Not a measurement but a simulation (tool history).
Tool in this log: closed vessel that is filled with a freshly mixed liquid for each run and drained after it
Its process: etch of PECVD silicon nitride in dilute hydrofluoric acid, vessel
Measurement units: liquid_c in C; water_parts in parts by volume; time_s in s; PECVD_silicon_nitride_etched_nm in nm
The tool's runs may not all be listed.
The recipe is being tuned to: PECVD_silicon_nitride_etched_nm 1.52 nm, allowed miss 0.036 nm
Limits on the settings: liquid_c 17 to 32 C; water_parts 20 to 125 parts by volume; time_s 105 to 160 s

run,hour,liquid_c,water_parts,time_s,PECVD_silicon_nitride_etched_nm
1,0,24,70,160,6.0487
2,0.6,22,85,145,3.8827
3,5.7,19,85,145,3.1993
4,11.6,19,60,145,4.4896
# hour 17.5: thermometer replaced
5,17.5,18.5,80,140,2.7937
6,24.5,18.5,60,140,3.7144
7,31.1,18,80,140,2.6914
8,33.9,17.5,90,140,2.3615
9,38.7,17.5,100,140,2.102

Of the 4 settings listed for the next run, only one would bring every result within its allowed miss of target. Which one?
A,43.5,20,85,155,?
B,43.5,17,120,145,?
C,43.5,17,125,130,?
D,43.5,17,120,105,?

move,PECVD_silicon_nitride_etched_nm
A,3.2577
B,1.7728
C,1.528
D,1.2838
A: moves away from the targets compared with the last run
B: gains on the last run, yet a result remains outside its allowed miss
C: each result inside its tolerance
D: the result that was furthest off in the last run now lies on the other side of its target
C is the move that brings every result within its allowed miss.

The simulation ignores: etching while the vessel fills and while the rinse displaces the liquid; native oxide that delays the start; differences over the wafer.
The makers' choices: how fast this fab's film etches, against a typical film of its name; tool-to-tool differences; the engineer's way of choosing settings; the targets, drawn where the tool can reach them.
